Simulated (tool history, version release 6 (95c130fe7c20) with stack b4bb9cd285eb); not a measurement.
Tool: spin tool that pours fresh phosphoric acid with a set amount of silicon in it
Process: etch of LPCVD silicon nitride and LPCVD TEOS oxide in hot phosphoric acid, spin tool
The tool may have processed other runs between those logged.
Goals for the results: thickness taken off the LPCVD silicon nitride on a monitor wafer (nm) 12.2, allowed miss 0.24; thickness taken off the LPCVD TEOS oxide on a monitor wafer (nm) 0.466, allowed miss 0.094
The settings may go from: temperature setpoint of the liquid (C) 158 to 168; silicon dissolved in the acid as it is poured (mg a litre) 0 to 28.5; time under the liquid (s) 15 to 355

run  hour  temperature setpoint of the liquid (C)  silicon dissolved in the acid as it is poured (mg a litre)  time under the liquid (s)  thickness taken off the LPCVD silicon nitride on a monitor wafer (nm)  thickness taken off the LPCVD TEOS oxide on a monitor wafer (nm)
  1     0                                     163                                                        12.5                        180                                                                 15.223                                                           0.55625
  2     2                                   161.5                                                        12.5                        180                                                                 14.404                                                           0.47917
  3   8.7                                   161.5                                                        12.5                        125                                                                 10.017                                                           0.32096
  4  10.9                                   161.5                                                        12.5                        190                                                                 15.323                                                           0.43905
  5  12.6                                   161.5                                                        12.5                        125                                                                 10.009                                                           0.29389
  6    18                                   159.5                                                        12.5                        125                                                                   9.39                                                           0.28866
  7  24.7                                   161.5                                                          11                        125                                                                 10.115                                                           0.36749
  8  26.8                                     163                                                          12                        125                                                                 10.676                                                           0.37104
  9  32.6                                     164                                                        12.5                        125                                                                 10.998                                                           0.39807
 10  38.2                                     165                                                          13                        125                                                                  11.33                                                           0.39931
 11  41.4                                   165.5                                                          13                        125                                                                 11.505                                                           0.42772
 12  44.7                                     166                                                        13.5                        125                                                                 11.806                                                           0.43358
 13  49.7                                   166.5                                                        13.5                        125                                                                 11.912                                                            0.4375

Which of these 5 next moves meets every target?
  A  54.7                                     164                                                         8.5                        140                                                                      ?                                                                 ?
  B  54.7                                     165                                                          13                        130                                                                      ?                                                                 ?
  C  54.7                                     164                                                        28.5                        140                                                                      ?                                                                 ?
  D  54.7                                     162                                                        22.5                        150                                                                      ?                                                                 ?
  E  54.7                                     165                                                        23.5                        130                                                                      ?                                                                 ?

move  thickness taken off the LPCVD silicon nitride on a monitor wafer (nm)  thickness taken off the LPCVD TEOS oxide on a monitor wafer (nm)
   A                                                                 12.275                                                           0.48278
   B                                                                  11.78                                                           0.43539
   C                                                                 12.275                                                           0.27513
   D                                                                 12.309                                                           0.31237
   E                                                                  11.78                                                           0.32655
A: all results land within tolerance of their targets
B: moves away from the targets compared with the last run
C: brings the result that was furthest off to its target, and leaves another outside
D: brings the result that was furthest off to its target, and leaves another outside
E: moves away from the targets compared with the last run
Correct choice: A, which meets every target
